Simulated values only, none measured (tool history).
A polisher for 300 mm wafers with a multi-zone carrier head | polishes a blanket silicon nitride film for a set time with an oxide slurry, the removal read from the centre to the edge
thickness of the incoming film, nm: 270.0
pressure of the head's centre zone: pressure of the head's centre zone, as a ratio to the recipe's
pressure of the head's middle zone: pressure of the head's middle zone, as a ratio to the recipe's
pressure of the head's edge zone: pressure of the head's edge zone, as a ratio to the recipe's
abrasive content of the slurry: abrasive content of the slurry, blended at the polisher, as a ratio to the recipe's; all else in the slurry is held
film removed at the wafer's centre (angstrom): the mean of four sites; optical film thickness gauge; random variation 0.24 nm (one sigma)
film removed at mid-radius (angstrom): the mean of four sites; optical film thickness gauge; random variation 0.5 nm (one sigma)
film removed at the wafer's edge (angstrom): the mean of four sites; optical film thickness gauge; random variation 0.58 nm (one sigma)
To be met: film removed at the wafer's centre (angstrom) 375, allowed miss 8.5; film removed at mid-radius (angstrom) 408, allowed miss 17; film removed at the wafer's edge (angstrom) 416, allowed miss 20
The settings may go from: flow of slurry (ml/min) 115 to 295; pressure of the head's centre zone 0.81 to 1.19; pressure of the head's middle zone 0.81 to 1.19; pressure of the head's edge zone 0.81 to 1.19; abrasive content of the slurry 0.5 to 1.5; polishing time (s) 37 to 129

run	hour	flow of slurry (ml/min)	pressure of the head's centre zone	pressure of the head's middle zone	pressure of the head's edge zone	abrasive content of the slurry	polishing time (s)	film removed at the wafer's centre (angstrom)	film removed at mid-radius (angstrom)	film removed at the wafer's edge (angstrom)
1	0	190	1	1	1	1	83	590.65	572.17	594.35
2	8	185	0.98	0.99	0.98	0.9	83	558.87	545.6	554.38
3	15.4	185	0.98	0.99	1.06	0.9	83	552.84	540.84	572.97
4	18.7	180	0.96	0.98	1.05	0.85	82	517.46	524.33	564.55
5	19.2	180	1	0.98	1.05	0.85	82	540.65	519.15	557.29
6	21.8	175	0.98	0.97	1.03	0.8	81	507.13	494.4	529.16
7	28.1	170	0.96	0.96	1.01	0.75	81	485.94	478.14	501.19
8	34.3	165	0.94	0.95	1	0.7	81	452.38	460.57	494.05
9	36.5	180	0.91	0.96	0.9	0.5	77	358.64	375.43	379.11
10	41.1	180	0.91	0.97	0.92	0.5	77	360.71	369.36	375.62
11	47.3	175	0.91	0.98	0.93	0.5	77	361.54	372.06	372.66
12	49.4	175	0.9	0.98	0.94	0.5	77	354.08	381.96	386.21
13	55.9	180	0.9	0.98	0.95	0.5	77	358.97	382.34	397.33

4 next moves are on the table. One of them brings every result within its allowed miss. Which?
A	62.4	160	0.91	0.92	0.94	0.5	74	?	?	?
B	62.4	250	0.85	0.86	1.11	0.5	71	?	?	?
C	62.4	185	0.86	1	1.06	0.5	80	?	?	?
D	62.4	145	0.91	1.03	0.99	0.65	74	?	?	?

move	film removed at the wafer's centre (angstrom)	film removed at mid-radius (angstrom)	film removed at the wafer's edge (angstrom)
A	339.23	345.66	370.67
B	327.31	342.33	403.13
C	356.47	401.16	430.34
D	376.7	409.16	423.68
A: further off than the last run
B: further off than the last run
C: further off than the last run
D: meets every target
The right move is D.
